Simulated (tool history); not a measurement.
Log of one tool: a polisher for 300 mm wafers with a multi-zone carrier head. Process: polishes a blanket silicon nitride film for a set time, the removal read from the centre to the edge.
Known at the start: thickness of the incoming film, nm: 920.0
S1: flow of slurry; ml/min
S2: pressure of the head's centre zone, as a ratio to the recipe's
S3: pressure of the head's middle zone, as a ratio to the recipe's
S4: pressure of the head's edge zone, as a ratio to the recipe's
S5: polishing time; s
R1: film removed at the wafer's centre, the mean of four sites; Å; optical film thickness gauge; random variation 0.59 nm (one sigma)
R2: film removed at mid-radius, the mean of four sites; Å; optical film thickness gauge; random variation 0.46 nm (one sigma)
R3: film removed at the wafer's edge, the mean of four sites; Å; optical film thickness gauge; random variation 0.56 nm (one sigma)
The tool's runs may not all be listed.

Run 1, hour 0: S1 260 ml/min, S2 1, S3 1, S4 1, S5 62 s. Result: R1 1007.8 Å, R2 967.88 Å, R3 967.49 Å.
Run 2, hour 2.2: S1 255 ml/min, S2 0.97, S3 1, S4 0.98, S5 58 s. Result: R1 903.03 Å, R2 916.89 Å, R3 888.15 Å.
Run 3, hour 7.2: S1 255 ml/min, S2 0.97, S3 1.08, S4 0.98, S5 58 s. Result: R1 892.01 Å, R2 982.7 Å, R3 901.35 Å.
Run 4, hour 10.8: S1 255 ml/min, S2 0.97, S3 1.08, S4 1.02, S5 58 s. Result: R1 907.73 Å, R2 979.6 Å, R3 903.2 Å.
Run 5, hour 15.8: S1 255 ml/min, S2 0.97, S3 1.04, S4 1.02, S5 58 s. Result: R1 899.89 Å, R2 951.74 Å, R3 887.91 Å.
Run 6, hour 20: S1 250 ml/min, S2 0.95, S3 1.02, S4 1.02, S5 55 s. Result: R1 846.18 Å, R2 888.21 Å, R3 854.14 Å.
Run 7, hour 20.6: S1 250 ml/min, S2 0.94, S3 1.02, S4 1.01, S5 52 s. Result: R1 793.73 Å, R2 839.54 Å, R3 808.81 Å.
Run 8, hour 26.8: S1 250 ml/min, S2 0.93, S3 1.02, S4 1, S5 49 s. Result: R1 747.58 Å, R2 789.15 Å, R3 740.37 Å.
Run 9, hour 35.5: S1 240 ml/min, S2 0.91, S3 1.02, S4 1, S5 47 s. Result: R1 680.56 Å, R2 746.84 Å, R3 725.96 Å.

The next listed run, before its measurement:
Run 10, hour 40.6: S1 250 ml/min, S2 0.9, S3 1.02, S4 0.99, S5 45 s. Result: R1 ?, R2 ?, R3 ?.

{"run 10": {"R1": 660.57, "R2": 716.38, "R3": 689.52}}
